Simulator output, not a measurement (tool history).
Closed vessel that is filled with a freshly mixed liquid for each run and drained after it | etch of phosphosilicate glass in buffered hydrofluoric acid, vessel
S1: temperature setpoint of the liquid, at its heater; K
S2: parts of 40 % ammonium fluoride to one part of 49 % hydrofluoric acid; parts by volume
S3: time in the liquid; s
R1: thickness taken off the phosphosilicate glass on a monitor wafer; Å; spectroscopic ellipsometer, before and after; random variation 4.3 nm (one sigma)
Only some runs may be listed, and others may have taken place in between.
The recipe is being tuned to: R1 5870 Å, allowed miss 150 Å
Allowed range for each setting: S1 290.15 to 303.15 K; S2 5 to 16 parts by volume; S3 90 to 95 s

{"run": 1, "hour": 0.0, "S1": 295.15, "S2": 9.5, "S3": 90, "R1": 6774.7}
{"run": 2, "hour": 4.5, "S1": 295.15, "S2": 9.5, "S3": 90, "R1": 6703.2}
{"run": 3, "hour": 13.4, "S1": 294.15, "S2": 9.5, "S3": 90, "R1": 6368.5}
{"run": 4, "hour": 15.5, "S1": 293.65, "S2": 9.5, "S3": 90, "R1": 6139}
{"run": 5, "hour": 22.6, "S1": 293.65, "S2": 9.5, "S3": 95, "R1": 6587.1}
{"run": 6, "hour": 31.0, "S1": 297.15, "S2": 9.5, "S3": 95, "R1": 7943.6}
{"run": 7, "hour": 34.4, "S1": 295.15, "S2": 9.5, "S3": 95, "R1": 7003.2}
{"run": 8, "hour": 40.4, "S1": 294.15, "S2": 9.5, "S3": 95, "R1": 6750.7}
{"run": 9, "hour": 47.7, "S1": 293.15, "S2": 9.5, "S3": 95, "R1": 6338.3}
{"run": 10, "hour": 55.8, "S1": 292.65, "S2": 9.5, "S3": 95, "R1": 6111.3}

Exactly one of the 5 candidate moves below puts every result within its allowed miss. Which one?
{"run": "A", "hour": 63.9, "S1": 291.65, "S2": 8.5, "S3": 95, "R1": "?"}
{"run": "B", "hour": 63.9, "S1": 294.65, "S2": 9.5, "S3": 90, "R1": "?"}
{"run": "C", "hour": 63.9, "S1": 294.15, "S2": 10.5, "S3": 95, "R1": "?"}
{"run": "D", "hour": 63.9, "S1": 291.15, "S2": 8.5, "S3": 95, "R1": "?"}
{"run": "E", "hour": 63.9, "S1": 292.15, "S2": 10, "S3": 95, "R1": "?"}

move=A R1=6414.9
move=B R1=6529.7
move=C R1=6189.4
move=D R1=6235.9
move=E R1=5802.9
A: the biggest miss grows against the last run
B: the biggest miss grows against the last run
C: the biggest miss grows against the last run
D: the biggest miss grows against the last run
E: in spec on every target
E meets every target.
